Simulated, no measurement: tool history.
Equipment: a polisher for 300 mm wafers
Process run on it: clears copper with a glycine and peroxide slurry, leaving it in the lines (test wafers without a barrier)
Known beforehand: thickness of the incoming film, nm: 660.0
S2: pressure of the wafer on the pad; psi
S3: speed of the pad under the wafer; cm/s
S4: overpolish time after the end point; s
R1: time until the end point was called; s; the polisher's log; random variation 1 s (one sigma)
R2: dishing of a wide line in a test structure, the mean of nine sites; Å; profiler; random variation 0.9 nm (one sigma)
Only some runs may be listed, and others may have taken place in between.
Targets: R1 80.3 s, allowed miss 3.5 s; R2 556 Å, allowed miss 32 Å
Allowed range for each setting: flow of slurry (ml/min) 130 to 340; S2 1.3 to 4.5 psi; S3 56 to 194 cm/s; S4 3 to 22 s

{"run": 1, "day": 0.0, "flow of slurry (ml/min)": 220, "S2": 2.9, "S3": 124, "S4": 11, "R1": 109.81, "R2": 428.5}
{"run": 2, "day": 0.038, "flow of slurry (ml/min)": 220, "S2": 3.1, "S3": 124, "S4": 11, "R1": 101.99, "R2": 444.31}
{"run": 3, "day": 0.329, "flow of slurry (ml/min)": 220, "S2": 3.2, "S3": 124, "S4": 11, "R1": 100.24, "R2": 473.73}
{"run": 4, "day": 0.688, "flow of slurry (ml/min)": 260, "S2": 3.2, "S3": 124, "S4": 11, "R1": 99.568, "R2": 469.46}
{"run": 5, "day": 0.85, "flow of slurry (ml/min)": 260, "S2": 3.3, "S3": 124, "S4": 11, "R1": 97.119, "R2": 475.23}
{"run": 6, "day": 0.908, "flow of slurry (ml/min)": 260, "S2": 2.8, "S3": 124, "S4": 11, "R1": 110.96, "R2": 422.27}
{"run": 7, "day": 1.125, "flow of slurry (ml/min)": 260, "S2": 3, "S3": 124, "S4": 11, "R1": 107.84, "R2": 432.54}
{"run": 8, "day": 1.225, "flow of slurry (ml/min)": 260, "S2": 3.2, "S3": 124, "S4": 11, "R1": 98.966, "R2": 456.71}
{"run": 9, "day": 1.388, "flow of slurry (ml/min)": 260, "S2": 3.3, "S3": 124, "S4": 11, "R1": 94.566, "R2": 473.76}
{"run": 10, "day": 1.65, "flow of slurry (ml/min)": 260, "S2": 3.4, "S3": 124, "S4": 11, "R1": 93.273, "R2": 484.18}
{"run": 11, "day": 2.012, "flow of slurry (ml/min)": 260, "S2": 3.5, "S3": 124, "S4": 11, "R1": 91.225, "R2": 490.9}
{"run": 12, "day": 2.333, "flow of slurry (ml/min)": 260, "S2": 3.6, "S3": 124, "S4": 11, "R1": 89.629, "R2": 509.88}
{"run": 13, "day": 2.488, "flow of slurry (ml/min)": 260, "S2": 3.7, "S3": 124, "S4": 11, "R1": 86.861, "R2": 504.37}
{"run": 14, "day": 2.521, "flow of slurry (ml/min)": 260, "S2": 3.8, "S3": 124, "S4": 11, "R1": 86.103, "R2": 523.01}

Below are 5 possible settings for the next run. Only one of them brings all results inside the allowed miss of their targets. Which is it?
{"run": "A", "day": 2.554, "flow of slurry (ml/min)": 240, "S2": 3.9, "S3": 130, "S4": 11, "R1": "?", "R2": "?"}
{"run": "B", "day": 2.554, "flow of slurry (ml/min)": 275, "S2": 3.4, "S3": 124, "S4": 12, "R1": "?", "R2": "?"}
{"run": "C", "day": 2.554, "flow of slurry (ml/min)": 335, "S2": 3.6, "S3": 142, "S4": 9, "R1": "?", "R2": "?"}
{"run": "D", "day": 2.554, "flow of slurry (ml/min)": 290, "S2": 3.6, "S3": 124, "S4": 11, "R1": "?", "R2": "?"}
{"run": "E", "day": 2.554, "flow of slurry (ml/min)": 240, "S2": 4.3, "S3": 118, "S4": 9, "R1": "?", "R2": "?"}

move=A R1=80.237 R2=570.71
move=B R1=93.139 R2=539.01
move=C R1=77.134 R2=495.19
move=D R1=88.12 R2=525.8
move=E R1=80.18 R2=482.71
A: every result within its allowed miss
B: its largest miss is bigger than the last run's
C: puts the biggest miss on target and leaves a different result outside tolerance
D: its largest miss is bigger than the last run's
E: puts the biggest miss on target and leaves a different result outside tolerance
Go with A: it meets all targets.
